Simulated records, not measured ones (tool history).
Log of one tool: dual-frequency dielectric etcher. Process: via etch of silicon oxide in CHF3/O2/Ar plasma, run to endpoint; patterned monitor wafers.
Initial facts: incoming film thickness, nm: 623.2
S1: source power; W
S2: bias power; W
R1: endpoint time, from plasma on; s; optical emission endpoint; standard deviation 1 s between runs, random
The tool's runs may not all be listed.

Run 1, hour 0.0: S1 790 W, S2 195 W. Result: R1 259.54 s.
Run 2, hour 3.5: S1 810 W, S2 196 W. Result: R1 257.09 s.
Run 3, hour 11.7: S1 760 W, S2 196 W. Result: R1 260.90 s.
Run 4, hour 12.5: S1 820 W, S2 196 W. Result: R1 256.31 s.
Run 5, hour 14.1: S1 840 W, S2 198 W. Result: R1 251.12 s.
Run 6, hour 19.3: S1 740 W, S2 198 W. Result: R1 263.90 s.

Run 7 is up next; what results do you expect?
Run 7, hour 26.1: S1 760 W, S2 200 W. Result: R1 ?.

{"run 7": {"R1": 260.81}}
